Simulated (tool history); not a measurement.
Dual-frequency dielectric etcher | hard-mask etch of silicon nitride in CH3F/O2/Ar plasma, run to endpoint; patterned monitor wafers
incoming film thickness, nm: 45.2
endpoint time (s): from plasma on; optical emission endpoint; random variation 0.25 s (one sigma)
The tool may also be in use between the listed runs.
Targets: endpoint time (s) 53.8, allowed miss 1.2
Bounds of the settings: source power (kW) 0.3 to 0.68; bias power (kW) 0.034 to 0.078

run 1 day=0 | source_power_(kW)=0.49 bias_power_(kW)=0.056 | endpoint_time_(s)=62.175
run 2 day=0.312 | source_power_(kW)=0.49 bias_power_(kW)=0.061 | endpoint_time_(s)=61.154
run 3 day=0.662 | source_power_(kW)=0.41 bias_power_(kW)=0.061 | endpoint_time_(s)=67.386
run 4 day=0.925 | source_power_(kW)=0.46 bias_power_(kW)=0.062 | endpoint_time_(s)=62.967
run 5 day=1.108 | source_power_(kW)=0.39 bias_power_(kW)=0.062 | endpoint_time_(s)=69.383
run 6 day=1.425 | source_power_(kW)=0.39 bias_power_(kW)=0.071 | endpoint_time_(s)=67.212
run 7 day=1.525 | source_power_(kW)=0.44 bias_power_(kW)=0.072 | endpoint_time_(s)=63.044
run 8 day=1.579 | source_power_(kW)=0.48 bias_power_(kW)=0.073 | endpoint_time_(s)=60.137

5 next moves are on the table. One of them brings every result within its allowed miss. Which?
run A day=1.633 | source_power_(kW)=0.63 bias_power_(kW)=0.061 | endpoint_time_(s)=?
run B day=1.633 | source_power_(kW)=0.58 bias_power_(kW)=0.057 | endpoint_time_(s)=?
run C day=1.633 | source_power_(kW)=0.62 bias_power_(kW)=0.078 | endpoint_time_(s)=?
run D day=1.633 | source_power_(kW)=0.52 bias_power_(kW)=0.078 | endpoint_time_(s)=?
run E day=1.633 | source_power_(kW)=0.54 bias_power_(kW)=0.069 | endpoint_time_(s)=?

move=A endpoint_time_(s)=53.816
move=B endpoint_time_(s)=56.726
move=C endpoint_time_(s)=51.818
move=D endpoint_time_(s)=56.574
move=E endpoint_time_(s)=56.846
A: meets every target
B: nearer than the last run, and not there yet
C: takes the result that was furthest off past its target
D: nearer than the last run, and not there yet
E: nearer than the last run, and not there yet
The right move is A.

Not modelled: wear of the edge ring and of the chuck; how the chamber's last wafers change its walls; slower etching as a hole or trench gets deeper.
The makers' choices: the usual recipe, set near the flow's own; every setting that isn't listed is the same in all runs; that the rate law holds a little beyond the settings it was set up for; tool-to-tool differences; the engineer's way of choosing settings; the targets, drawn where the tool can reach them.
